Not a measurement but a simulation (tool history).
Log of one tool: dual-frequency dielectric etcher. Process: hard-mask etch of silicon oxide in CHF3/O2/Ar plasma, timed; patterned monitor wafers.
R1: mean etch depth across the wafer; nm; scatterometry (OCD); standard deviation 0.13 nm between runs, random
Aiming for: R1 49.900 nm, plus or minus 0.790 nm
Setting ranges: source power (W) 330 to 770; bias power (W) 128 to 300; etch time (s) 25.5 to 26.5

Run 1, hour 0.0: source power (W) 550, bias power (W) 214, etch time (s) 25.5. Result: R1 54.301 nm.
Run 2, hour 3.4: source power (W) 550, bias power (W) 235, etch time (s) 25.5. Result: R1 55.802 nm.
Run 3, hour 5.0: source power (W) 620, bias power (W) 235, etch time (s) 25.5. Result: R1 58.472 nm.
Run 4, hour 6.2: source power (W) 570, bias power (W) 232, etch time (s) 25.5. Result: R1 56.269 nm.
Run 5, hour 11.7: source power (W) 570, bias power (W) 216, etch time (s) 25.5. Result: R1 55.044 nm.
Run 6, hour 15.7: source power (W) 570, bias power (W) 242, etch time (s) 25.5. Result: R1 57.082 nm.
Run 7, hour 16.9: source power (W) 530, bias power (W) 239, etch time (s) 25.5. Result: R1 55.058 nm.
Run 8, hour 21.6: source power (W) 500, bias power (W) 237, etch time (s) 25.5. Result: R1 53.670 nm.
Run 9, hour 27.7: source power (W) 480, bias power (W) 236, etch time (s) 25.5. Result: R1 52.815 nm.
Run 10, hour 28.5: source power (W) 460, bias power (W) 235, etch time (s) 25.5. Result: R1 51.737 nm.
Run 11, hour 31.1: source power (W) 450, bias power (W) 235, etch time (s) 25.5. Result: R1 51.237 nm.
Run 12, hour 37.2: source power (W) 410, bias power (W) 233, etch time (s) 25.5. Result: R1 49.162 nm.
Run 13, hour 43.2: source power (W) 410, bias power (W) 233, etch time (s) 25.5. Result: R1 48.998 nm.

Which of these 5 next moves meets every target?
Run A, hour 49.2: source power (W) 450, bias power (W) 221, etch time (s) 25.5. Result: R1 ?.
Run B, hour 49.2: source power (W) 400, bias power (W) 229, etch time (s) 25.5. Result: R1 ?.
Run C, hour 49.2: source power (W) 440, bias power (W) 204, etch time (s) 25.5. Result: R1 ?.
Run D, hour 49.2: source power (W) 380, bias power (W) 232, etch time (s) 25.5. Result: R1 ?.
Run E, hour 49.2: source power (W) 370, bias power (W) 241, etch time (s) 26.0. Result: R1 ?.

move      R1
   A  50.266
   B  48.364
   C  48.454
   D  47.510
   E  48.520
A: meets every target
B: lands further from the targets than the last run did
C: lands further from the targets than the last run did
D: lands further from the targets than the last run did
E: lands further from the targets than the last run did
The right move is A.
